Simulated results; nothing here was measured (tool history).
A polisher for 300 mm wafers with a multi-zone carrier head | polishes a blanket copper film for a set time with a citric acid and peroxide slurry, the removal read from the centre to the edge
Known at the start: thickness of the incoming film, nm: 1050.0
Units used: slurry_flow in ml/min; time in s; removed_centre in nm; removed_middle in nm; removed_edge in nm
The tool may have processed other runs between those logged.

Run 1, day 0: slurry_flow 175 ml/min, centre_zone 1, middle_zone 1, edge_zone 1, slurry_solids 1, time 50 s. Result: removed_centre 112.9 nm, removed_middle 114.55 nm, removed_edge 110.71 nm.
Run 2, day 0.146: slurry_flow 180 ml/min, centre_zone 0.95, middle_zone 1.02, edge_zone 1.05, slurry_solids 1.15, time 53 s. Result: removed_centre 117.8 nm, removed_middle 124.49 nm, removed_edge 123.28 nm.
Run 3, day 0.358: slurry_flow 180 ml/min, centre_zone 0.91, middle_zone 1.05, edge_zone 1.09, slurry_solids 1.25, time 56 s. Result: removed_centre 117.38 nm, removed_middle 140.15 nm, removed_edge 137.49 nm.
Run 4, day 0.671: slurry_flow 190 ml/min, centre_zone 0.91, middle_zone 1.06, edge_zone 1.12, slurry_solids 1.35, time 57 s. Result: removed_centre 122.91 nm, removed_middle 146.21 nm, removed_edge 141.67 nm.
Run 5, day 0.742: slurry_flow 190 ml/min, centre_zone 0.89, middle_zone 1.06, edge_zone 1.14, slurry_solids 1.4, time 59 s. Result: removed_centre 127.99 nm, removed_middle 152.13 nm, removed_edge 149.65 nm.
Run 6, day 0.817: slurry_flow 190 ml/min, centre_zone 0.89, middle_zone 1.06, edge_zone 1.14, slurry_solids 1.2, time 59 s. Result: removed_centre 122.14 nm, removed_middle 147.8 nm, removed_edge 146.48 nm.
Run 7, day 1.158: slurry_flow 190 ml/min, centre_zone 0.88, middle_zone 1.06, edge_zone 1.15, slurry_solids 1.25, time 60 s. Result: removed_centre 122.96 nm, removed_middle 152.81 nm, removed_edge 151.44 nm.

Run 8 has not been measured yet. What should we expect?
Run 8, day 1.242: slurry_flow 195 ml/min, centre_zone 0.87, middle_zone 1.06, edge_zone 1.16, slurry_solids 1.3, time 61 s. Result: removed_centre ?, removed_middle ?, removed_edge ?.

{"run 8": {"removed_centre": 125.71, "removed_middle": 154.14, "removed_edge": 154.85}}
